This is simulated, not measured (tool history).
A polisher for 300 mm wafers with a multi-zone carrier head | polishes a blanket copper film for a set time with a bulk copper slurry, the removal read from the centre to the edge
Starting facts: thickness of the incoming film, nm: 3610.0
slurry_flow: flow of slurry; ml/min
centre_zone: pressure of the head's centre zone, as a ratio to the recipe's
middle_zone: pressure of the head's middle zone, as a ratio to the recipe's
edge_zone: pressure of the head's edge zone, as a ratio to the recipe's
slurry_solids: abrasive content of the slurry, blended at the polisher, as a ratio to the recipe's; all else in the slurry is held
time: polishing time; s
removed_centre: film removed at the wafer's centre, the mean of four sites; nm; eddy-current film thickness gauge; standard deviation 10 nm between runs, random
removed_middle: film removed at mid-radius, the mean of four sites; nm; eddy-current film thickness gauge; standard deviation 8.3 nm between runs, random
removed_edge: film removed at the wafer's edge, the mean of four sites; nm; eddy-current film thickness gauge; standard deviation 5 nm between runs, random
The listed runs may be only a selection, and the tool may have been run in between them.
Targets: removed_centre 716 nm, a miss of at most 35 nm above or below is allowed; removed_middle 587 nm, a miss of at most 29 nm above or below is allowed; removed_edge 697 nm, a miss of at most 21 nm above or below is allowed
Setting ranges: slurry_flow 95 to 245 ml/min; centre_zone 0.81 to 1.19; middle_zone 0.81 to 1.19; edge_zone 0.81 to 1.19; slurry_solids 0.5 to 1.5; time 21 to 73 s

| run | hour | slurry_flow | centre_zone | middle_zone | edge_zone | slurry_solids | time | removed_centre | removed_middle | removed_edge |
|---|---|---|---|---|---|---|---|---|---|---|
| 1 | 0 | 155 | 1 | 1 | 1 | 1 | 47 | 413.1 | 419.92 | 432.28 |
| 2 | 4.6 | 155 | 1 | 1 | 1.03 | 1 | 47 | 416.78 | 422.97 | 443.85 |
| 3 | 6 | 130 | 1 | 1 | 1.03 | 1 | 47 | 381.88 | 396.08 | 426.3 |
| 4 | 12.1 | 130 | 1 | 1 | 1.03 | 1.15 | 47 | 399.19 | 420.41 | 443.68 |
| 5 | 17 | 145 | 1.03 | 0.97 | 1.06 | 1.25 | 49 | 471.94 | 441.34 | 497.36 |
| 6 | 19.7 | 160 | 1.04 | 0.97 | 1.09 | 1.3 | 50 | 495.45 | 465.41 | 520.16 |
| 7 | 21 | 165 | 1.05 | 0.96 | 1.1 | 1.35 | 52 | 519.37 | 501.23 | 555.94 |
| 8 | 26.5 | 175 | 1.08 | 0.94 | 1.12 | 1.4 | 53 | 562.43 | 507.81 | 575.99 |
| 9 | 33.5 | 175 | 1.08 | 0.94 | 1.12 | 1.4 | 53 | 568.38 | 508.13 | 581.12 |

Consider the 4 candidate settings below. Which is the only one whose results all fall within their allowed miss of target?
| A | 40.5 | 135 | 1.03 | 0.87 | 1.19 | 1.4 | 69 | ? | ? | ? |
| B | 40.5 | 170 | 1.15 | 0.88 | 1.12 | 1.45 | 63 | ? | ? | ? |
| C | 40.5 | 160 | 0.94 | 1.03 | 1.19 | 1.15 | 71 | ? | ? | ? |
| D | 40.5 | 195 | 1.04 | 0.84 | 1.12 | 1.4 | 60 | ? | ? | ? |

| move | removed_centre | removed_middle | removed_edge |
|---|---|---|---|
| A | 628.94 | 580.9 | 730.41 |
| B | 683.12 | 573.81 | 682.82 |
| C | 601.03 | 676.51 | 734.29 |
| D | 613.13 | 539.62 | 658.67 |
A: takes the biggest miss from the last run beyond its target
B: every result lands within tolerance
C: takes the biggest miss from the last run beyond its target
D: closes in on the targets versus the last run, not all within tolerance yet
The move that meets every target is B.
